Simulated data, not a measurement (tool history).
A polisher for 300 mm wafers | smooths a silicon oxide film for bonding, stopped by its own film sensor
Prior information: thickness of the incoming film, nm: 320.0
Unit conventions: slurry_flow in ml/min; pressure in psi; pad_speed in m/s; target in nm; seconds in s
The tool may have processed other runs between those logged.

{"run": 1, "hour": 0.0, "slurry_flow": 150, "pressure": 2, "pad_speed": 0.98, "slurry_solids": 1, "target": 290, "seconds": 41.875}
{"run": 2, "hour": 8.3, "slurry_flow": 185, "pressure": 2, "pad_speed": 0.98, "slurry_solids": 1, "target": 290, "seconds": 40.74}
{"run": 3, "hour": 12.7, "slurry_flow": 165, "pressure": 2, "pad_speed": 0.98, "slurry_solids": 1, "target": 290, "seconds": 39.977}
{"run": 4, "hour": 17.0, "slurry_flow": 165, "pressure": 1.9, "pad_speed": 0.98, "slurry_solids": 1, "target": 290, "seconds": 41.34}
{"run": 5, "hour": 23.5, "slurry_flow": 165, "pressure": 1.8, "pad_speed": 0.94, "slurry_solids": 1, "target": 290, "seconds": 45.45}
{"run": 6, "hour": 32.1, "slurry_flow": 165, "pressure": 1.7, "pad_speed": 0.92, "slurry_solids": 1, "target": 290, "seconds": 49.1}

The next listed run, before its measurement:
{"run": 7, "hour": 35.4, "slurry_flow": 165, "pressure": 1.6, "pad_speed": 0.92, "slurry_solids": 1, "target": 290, "seconds": "?"}

Run 7 produced seconds 53.127 s.

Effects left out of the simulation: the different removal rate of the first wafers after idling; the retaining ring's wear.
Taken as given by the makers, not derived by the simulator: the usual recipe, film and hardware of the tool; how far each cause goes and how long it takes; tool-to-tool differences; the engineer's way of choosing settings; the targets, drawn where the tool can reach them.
